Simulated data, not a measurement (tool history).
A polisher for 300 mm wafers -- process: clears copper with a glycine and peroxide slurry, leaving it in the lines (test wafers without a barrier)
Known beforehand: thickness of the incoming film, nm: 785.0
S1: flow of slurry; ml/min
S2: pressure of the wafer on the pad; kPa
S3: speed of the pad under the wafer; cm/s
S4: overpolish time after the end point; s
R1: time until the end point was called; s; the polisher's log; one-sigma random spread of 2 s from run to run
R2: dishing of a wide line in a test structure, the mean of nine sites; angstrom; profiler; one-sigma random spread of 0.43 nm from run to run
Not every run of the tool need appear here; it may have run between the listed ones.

run,hour,S1,S2,S3,S4,R1,R2
1,0,155,23.4,92,17,109.7,689.47
2,1.2,155,23.4,92,24,108.77,905.08
3,9.9,150,22.8,94,22,112.63,821.09
4,15.5,160,22.1,96,20,110.79,779.86
5,24.1,155,22.8,92,18,112.8,717.61
6,33.1,155,22.8,76,18,130.51,642.79

Run 7 is up next; what results do you expect?
7,37.7,180,20.7,84,10,?,?

R1: 125.4 s
R2: 406.7 angstrom
